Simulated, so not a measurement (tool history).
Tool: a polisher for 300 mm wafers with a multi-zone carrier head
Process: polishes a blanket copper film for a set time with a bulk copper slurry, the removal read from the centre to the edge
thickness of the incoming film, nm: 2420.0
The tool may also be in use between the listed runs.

| run | hour | flow of slurry (ml/min) | pressure of the head's centre zone | pressure of the head's middle zone | pressure of the head's edge zone | abrasive content of the slurry | polishing time (s) | film removed at the wafer's centre (angstrom) | film removed at mid-radius (angstrom) | film removed at the wafer's edge (angstrom) |
|---|---|---|---|---|---|---|---|---|---|---|
| 1 | 0.0 | 125 | 1.00 | 1.00 | 1.00 | 1.00 | 76 | 6722.6 | 6633.1 | 6686.1 |
| 2 | 1.4 | 125 | 1.00 | 1.00 | 0.93 | 1.00 | 76 | 6634.4 | 6535.2 | 6351.2 |
| 3 | 10.0 | 125 | 1.00 | 0.94 | 0.93 | 1.00 | 76 | 6541.2 | 6241.3 | 6428.4 |
| 4 | 18.4 | 120 | 0.99 | 0.94 | 0.91 | 0.95 | 75 | 6417.4 | 6132.5 | 6142.3 |
| 5 | 21.6 | 145 | 0.99 | 0.94 | 0.91 | 0.95 | 75 | 6751.3 | 6335.6 | 6428.3 |
| 6 | 25.3 | 135 | 0.97 | 0.93 | 0.90 | 0.90 | 75 | 6374.2 | 6181.8 | 6141.5 |

Forecast run 7:
| 7 | 32.7 | 130 | 0.96 | 0.92 | 0.89 | 0.85 | 75 | ? | ? | ? |

Run 7 gave film removed at the wafer's centre (angstrom) 6096.2, film removed at mid-radius (angstrom) 5962.6, film removed at the wafer's edge (angstrom) 6106.6.
